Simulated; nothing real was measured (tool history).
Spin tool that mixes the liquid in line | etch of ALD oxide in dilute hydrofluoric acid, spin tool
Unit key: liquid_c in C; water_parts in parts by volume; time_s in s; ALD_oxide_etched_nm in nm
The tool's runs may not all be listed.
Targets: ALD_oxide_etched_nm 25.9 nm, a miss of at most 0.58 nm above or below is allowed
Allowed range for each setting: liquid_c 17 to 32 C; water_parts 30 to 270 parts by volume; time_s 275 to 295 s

run,hour,liquid_c,water_parts,time_s,ALD_oxide_etched_nm
1,0,24,150,275,18.064
2,5.6,26.5,150,275,20.109
3,7.2,27.5,150,275,20.659
4,11,28.5,150,275,21.381
5,17,28.5,100,275,34.396
6,23.7,27,100,275,32.396
7,31.4,26,100,275,31.003
8,36.5,25,100,275,29.802
9,37.1,24.5,100,275,29.274

Exactly one of the 4 candidate moves below puts every result within its allowed miss. Which one?
A,37.7,25.5,110,280,?
B,37.7,24.5,120,275,?
C,37.7,24,110,275,?
D,37.7,22,85,280,?

move,ALD_oxide_etched_nm
A,28.178
B,24.105
C,26.101
D,32.714
A: an improvement on the last run, though not all results are within tolerance
B: pushes the last run's worst result past its target
C: all results land within tolerance of their targets
D: further off than the last run
Go with C: it meets all targets.
